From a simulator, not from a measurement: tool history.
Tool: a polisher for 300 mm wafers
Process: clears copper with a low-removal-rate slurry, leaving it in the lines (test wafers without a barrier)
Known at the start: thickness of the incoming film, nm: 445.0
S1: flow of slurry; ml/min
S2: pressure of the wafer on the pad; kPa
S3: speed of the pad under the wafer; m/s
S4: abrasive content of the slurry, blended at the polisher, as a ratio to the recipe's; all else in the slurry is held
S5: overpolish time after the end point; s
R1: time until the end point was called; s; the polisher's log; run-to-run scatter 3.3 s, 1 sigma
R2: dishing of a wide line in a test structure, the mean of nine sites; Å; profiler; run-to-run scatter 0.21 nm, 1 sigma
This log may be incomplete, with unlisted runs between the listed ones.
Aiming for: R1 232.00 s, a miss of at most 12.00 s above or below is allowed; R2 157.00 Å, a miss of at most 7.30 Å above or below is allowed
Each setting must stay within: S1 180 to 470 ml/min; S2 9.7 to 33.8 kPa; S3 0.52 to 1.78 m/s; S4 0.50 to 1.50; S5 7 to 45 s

run 1 hour=0.0 | S1=300 S2=21.4 S3=1.14 S4=1.00 S5=23 | R1=141.04 R2=235.04
run 2 hour=6.5 | S1=300 S2=21.4 S3=1.14 S4=1.00 S5=13 | R1=141.12 R2=180.45
run 3 hour=15.2 | S1=300 S2=21.4 S3=1.14 S4=1.00 S5=7 | R1=141.40 R2=124.23
run 4 hour=19.0 | S1=300 S2=21.4 S3=1.32 S4=1.00 S5=7 | R1=119.46 R2=142.07
run 5 hour=26.3 | S1=300 S2=18.6 S3=1.30 S4=1.00 S5=9 | R1=140.56 R2=146.72
run 6 hour=31.2 | S1=300 S2=16.5 S3=1.28 S4=1.00 S5=10 | R1=163.94 R2=139.42
run 7 hour=38.6 | S1=300 S2=15.2 S3=1.28 S4=1.00 S5=12 | R1=172.53 R2=151.56
run 8 hour=41.2 | S1=300 S2=9.7 S3=1.20 S4=1.00 S5=15 | R1=292.95 R2=129.70
run 9 hour=43.6 | S1=300 S2=10.3 S3=1.20 S4=1.00 S5=16 | R1=265.93 R2=137.17

4 next moves are on the table. One of them brings every result within its allowed miss. Which?
run A hour=46.0 | S1=250 S2=13.1 S3=1.22 S4=0.75 S5=16 | R1=? R2=?
run B hour=46.0 | S1=305 S2=11.7 S3=1.40 S4=1.05 S5=19 | R1=? R2=?
run C hour=46.0 | S1=330 S2=11.0 S3=1.30 S4=1.10 S5=14 | R1=? R2=?
run D hour=46.0 | S1=325 S2=11.0 S3=0.86 S4=1.25 S5=25 | R1=? R2=?

move=A R1=230.25 R2=150.86
move=B R1=205.68 R2=175.67
move=C R1=230.33 R2=137.55
move=D R1=335.40 R2=155.81
A: in spec on every target
B: carries the result that was furthest off beyond its target, to the other side
C: gets the furthest-off result to its target, but another result is out of tolerance
D: the biggest miss grows against the last run
A is the move that brings every result within its allowed miss.
